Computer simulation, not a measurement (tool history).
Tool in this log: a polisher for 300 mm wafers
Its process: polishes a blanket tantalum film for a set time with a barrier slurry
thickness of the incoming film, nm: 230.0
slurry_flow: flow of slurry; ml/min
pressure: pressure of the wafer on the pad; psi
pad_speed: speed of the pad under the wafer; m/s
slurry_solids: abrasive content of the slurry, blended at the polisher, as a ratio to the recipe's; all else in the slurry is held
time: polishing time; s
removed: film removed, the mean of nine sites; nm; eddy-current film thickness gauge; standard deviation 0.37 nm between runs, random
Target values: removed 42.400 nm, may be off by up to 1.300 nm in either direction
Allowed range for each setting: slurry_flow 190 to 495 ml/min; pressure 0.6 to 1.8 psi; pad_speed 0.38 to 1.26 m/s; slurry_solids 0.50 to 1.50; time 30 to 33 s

run,hour,slurry_flow,pressure,pad_speed,slurry_solids,time,removed
1,0.0,320,1.2,0.82,1.00,33,32.417
2,1.4,320,1.3,0.82,1.00,33,34.770
3,6.4,320,1.3,0.82,1.00,33,34.308
4,14.4,250,1.3,0.82,1.00,33,32.747
5,15.2,250,1.4,0.82,1.00,33,35.057
6,21.1,295,1.4,0.82,1.00,33,36.169
7,24.8,325,1.4,0.82,1.00,33,37.027
8,30.0,350,1.4,0.82,1.00,33,37.507
9,31.3,370,1.4,0.82,1.00,33,37.474
10,35.3,375,1.5,0.82,1.00,33,40.224

5 candidate next runs follow, results not yet known. Just one meets every target within its allowed miss. Identify it.
A,39.3,415,1.8,0.80,0.65,33,?
B,39.3,365,1.7,0.66,1.15,33,?
C,39.3,390,1.6,0.74,1.10,32,?
D,39.3,340,1.5,0.82,1.25,31,?
E,39.3,390,1.4,1.00,0.95,31,?

move,removed
A,38.382
B,38.446
C,38.964
D,40.069
E,42.121
A: misses by more than the last run did
B: misses by more than the last run did
C: misses by more than the last run did
D: misses by more than the last run did
E: every result lands within tolerance
Go with E: it meets all targets.
